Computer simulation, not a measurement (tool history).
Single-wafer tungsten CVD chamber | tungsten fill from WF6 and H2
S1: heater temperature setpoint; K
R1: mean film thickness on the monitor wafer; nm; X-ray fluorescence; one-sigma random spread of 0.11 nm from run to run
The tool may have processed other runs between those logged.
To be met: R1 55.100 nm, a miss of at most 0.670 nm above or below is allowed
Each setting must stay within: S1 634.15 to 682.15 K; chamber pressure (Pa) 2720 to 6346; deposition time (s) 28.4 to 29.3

run 1 hour=0.0 | S1=658.15 chamber_pressure_(Pa)=4533 deposition_time_(s)=28.4 | R1=61.693
run 2 hour=1.9 | S1=658.15 chamber_pressure_(Pa)=5093 deposition_time_(s)=28.4 | R1=65.162
run 3 hour=8.1 | S1=658.15 chamber_pressure_(Pa)=5093 deposition_time_(s)=29.3 | R1=67.071
run 4 hour=15.2 | S1=658.15 chamber_pressure_(Pa)=5093 deposition_time_(s)=28.4 | R1=65.180
run 5 hour=16.0 | S1=657.15 chamber_pressure_(Pa)=5093 deposition_time_(s)=28.4 | R1=63.534
run 6 hour=23.6 | S1=657.15 chamber_pressure_(Pa)=5093 deposition_time_(s)=28.4 | R1=63.828
run 7 hour=25.2 | S1=656.15 chamber_pressure_(Pa)=5093 deposition_time_(s)=28.4 | R1=62.301
run 8 hour=28.0 | S1=649.15 chamber_pressure_(Pa)=5080 deposition_time_(s)=28.4 | R1=52.911
run 9 hour=32.1 | S1=650.15 chamber_pressure_(Pa)=5080 deposition_time_(s)=28.4 | R1=54.172

Next run, 4 choices. One meets every target within its allowed miss, the rest don't. Which?
run A hour=36.2 | S1=647.15 chamber_pressure_(Pa)=5320 deposition_time_(s)=28.9 | R1=?
run B hour=36.2 | S1=652.15 chamber_pressure_(Pa)=4333 deposition_time_(s)=28.4 | R1=?
run C hour=36.2 | S1=650.15 chamber_pressure_(Pa)=5266 deposition_time_(s)=28.4 | R1=?
run D hour=36.2 | S1=649.15 chamber_pressure_(Pa)=5266 deposition_time_(s)=28.4 | R1=?

move=A R1=52.587
move=B R1=52.663
move=C R1=55.214
move=D R1=53.926
A: its largest miss is bigger than the last run's
B: its largest miss is bigger than the last run's
C: meets every target
D: its largest miss is bigger than the last run's
Answer: C

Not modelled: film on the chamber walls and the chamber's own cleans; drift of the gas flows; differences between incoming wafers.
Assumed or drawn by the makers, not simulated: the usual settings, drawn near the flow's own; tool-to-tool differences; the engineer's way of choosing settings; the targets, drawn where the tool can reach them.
